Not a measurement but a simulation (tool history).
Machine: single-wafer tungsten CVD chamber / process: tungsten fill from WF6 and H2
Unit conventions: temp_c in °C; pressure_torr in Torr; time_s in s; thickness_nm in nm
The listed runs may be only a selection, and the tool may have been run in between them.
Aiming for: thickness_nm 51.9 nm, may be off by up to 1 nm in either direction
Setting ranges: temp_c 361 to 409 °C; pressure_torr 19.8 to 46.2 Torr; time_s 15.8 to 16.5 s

run  hour  temp_c  pressure_torr  time_s  thickness_nm
  1     0     385             33    16.5        40.769
  2   6.4     381             33    16.5        37.612
  3  10.1     381             33    16.5         37.67
  4  15.1     385           33.1    16.5        41.048
  5  17.8     385           38.2    16.5        44.487
  6  19.7     387           38.2    16.5        46.374
  7  28.6     394           38.4    16.5        53.379
     33.8  -- thermocouple changed; heater temperature recalibrated
  8  33.8     393           38.4    16.5        47.391
  9  40.4     395           38.5    16.5          49.3
 10  48.1     396           38.6    16.5        50.391

Next run, 4 choices. One meets every target within its allowed miss, the rest don't. Which?
  A  55.8     400           38.7    16.5             ?
  B  55.8     398             40    16.5             ?
  C  55.8     397           44.6    16.4             ?
  D  55.8     400           36.9    16.2             ?

move  thickness_nm
   A        54.477
   B         53.38
   C        55.144
   D         52.09
A: moves the result that the last run missed by most past its target, out the other side
B: moves the result that the last run missed by most past its target, out the other side
C: moves the result that the last run missed by most past its target, out the other side
D: meets every target
Correct choice: D, which meets every target

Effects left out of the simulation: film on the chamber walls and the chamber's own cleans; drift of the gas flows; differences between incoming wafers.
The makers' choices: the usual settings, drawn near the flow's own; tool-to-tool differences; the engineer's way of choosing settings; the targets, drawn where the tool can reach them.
